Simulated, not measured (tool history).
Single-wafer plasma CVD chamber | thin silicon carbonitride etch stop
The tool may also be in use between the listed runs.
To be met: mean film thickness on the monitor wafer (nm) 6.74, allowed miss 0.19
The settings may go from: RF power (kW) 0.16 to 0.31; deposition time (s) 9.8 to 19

run  hour  RF power (kW)  deposition time (s)  mean film thickness on the monitor wafer (nm)
  1     0          0.235                 14.4                                         8.5884
  2   8.4          0.235                 15.1                                         9.0222
  3   9.9          0.235                   16                                         9.5466
  4  17.5           0.22                 14.5                                         8.5286
  5  20.4           0.22                 13.4                                          7.925
  6  25.6          0.215                 12.7                                         7.4814
  7  31.3           0.21                 12.3                                         7.1468
  8  35.5          0.205                 12.2                                         7.0969

4 next moves are on the table. One of them brings every result within its allowed miss. Which?
  A  39.7            0.2                 12.2                                              ?
  B  39.7          0.185                 12.5                                              ?
  C  39.7          0.195                 12.9                                              ?
  D  39.7           0.22                 11.6                                              ?

move  mean film thickness on the monitor wafer (nm)
   A                                         7.0756
   B                                         7.1441
   C                                         7.4457
   D                                         6.8531
A: nearer than the last run, and not there yet
B: further off than the last run
C: further off than the last run
D: meets every target
The right move is D.

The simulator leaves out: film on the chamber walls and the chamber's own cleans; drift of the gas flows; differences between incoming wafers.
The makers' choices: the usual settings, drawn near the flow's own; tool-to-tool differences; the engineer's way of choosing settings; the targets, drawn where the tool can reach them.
